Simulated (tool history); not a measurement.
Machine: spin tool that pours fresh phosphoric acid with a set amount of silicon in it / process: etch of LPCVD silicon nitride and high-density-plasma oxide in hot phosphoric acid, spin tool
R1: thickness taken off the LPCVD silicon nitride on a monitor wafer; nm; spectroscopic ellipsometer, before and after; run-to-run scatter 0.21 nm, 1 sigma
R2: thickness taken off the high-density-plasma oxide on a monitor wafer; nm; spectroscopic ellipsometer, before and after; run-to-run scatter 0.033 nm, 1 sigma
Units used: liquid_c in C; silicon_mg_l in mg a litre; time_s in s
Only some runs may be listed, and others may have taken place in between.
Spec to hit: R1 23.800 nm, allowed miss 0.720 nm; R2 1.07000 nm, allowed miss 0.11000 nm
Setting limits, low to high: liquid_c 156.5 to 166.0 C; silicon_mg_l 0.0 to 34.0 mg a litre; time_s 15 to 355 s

{"run": 1, "hour": 0.0, "liquid_c": 161.0, "silicon_mg_l": 15.0, "time_s": 180, "R1": 15.357, "R2": 0.86465}
{"run": 2, "hour": 6.9, "liquid_c": 161.5, "silicon_mg_l": 17.0, "time_s": 190, "R1": 16.105, "R2": 0.83748}
{"run": 3, "hour": 8.2, "liquid_c": 161.5, "silicon_mg_l": 17.5, "time_s": 200, "R1": 17.402, "R2": 0.94948}
{"run": 4, "hour": 16.0, "liquid_c": 162.0, "silicon_mg_l": 19.5, "time_s": 205, "R1": 17.959, "R2": 0.93128}
{"run": 5, "hour": 21.2, "liquid_c": 162.5, "silicon_mg_l": 21.0, "time_s": 210, "R1": 18.757, "R2": 0.95015}
{"run": 6, "hour": 25.8, "liquid_c": 163.0, "silicon_mg_l": 22.0, "time_s": 215, "R1": 19.588, "R2": 0.93026}
{"run": 7, "hour": 26.8, "liquid_c": 163.5, "silicon_mg_l": 22.5, "time_s": 220, "R1": 20.342, "R2": 1.0002}
{"run": 8, "hour": 32.7, "liquid_c": 163.5, "silicon_mg_l": 23.0, "time_s": 225, "R1": 20.817, "R2": 1.0352}
{"run": 9, "hour": 35.8, "liquid_c": 163.5, "silicon_mg_l": 24.0, "time_s": 230, "R1": 21.199, "R2": 1.0005}
{"run": 10, "hour": 37.9, "liquid_c": 163.5, "silicon_mg_l": 24.5, "time_s": 230, "R1": 21.179, "R2": 0.95676}
{"run": 11, "hour": 43.3, "liquid_c": 163.5, "silicon_mg_l": 25.0, "time_s": 230, "R1": 21.491, "R2": 0.97687}

5 next moves are on the table. One of them brings every result within its allowed miss. Which?
{"run": "A", "hour": 48.7, "liquid_c": 164.0, "silicon_mg_l": 20.5, "time_s": 215, "R1": "?", "R2": "?"}
{"run": "B", "hour": 48.7, "liquid_c": 164.0, "silicon_mg_l": 21.0, "time_s": 240, "R1": "?", "R2": "?"}
{"run": "C", "hour": 48.7, "liquid_c": 164.5, "silicon_mg_l": 23.5, "time_s": 185, "R1": "?", "R2": "?"}
{"run": "D", "hour": 48.7, "liquid_c": 164.5, "silicon_mg_l": 27.0, "time_s": 250, "R1": "?", "R2": "?"}
{"run": "E", "hour": 48.7, "liquid_c": 163.0, "silicon_mg_l": 30.5, "time_s": 260, "R1": "?", "R2": "?"}

move=A R1=20.188 R2=1.06100
move=B R1=22.536 R2=1.16720
move=C R1=17.660 R2=0.86438
move=D R1=23.864 R2=1.03830
move=E R1=23.620 R2=0.84706
A: the biggest miss grows against the last run
B: closes in on the targets versus the last run, not all within tolerance yet
C: the biggest miss grows against the last run
D: hits every target within its allowed miss
E: gets the furthest-off result to its target, but another result is out of tolerance
Go with D: it meets all targets.
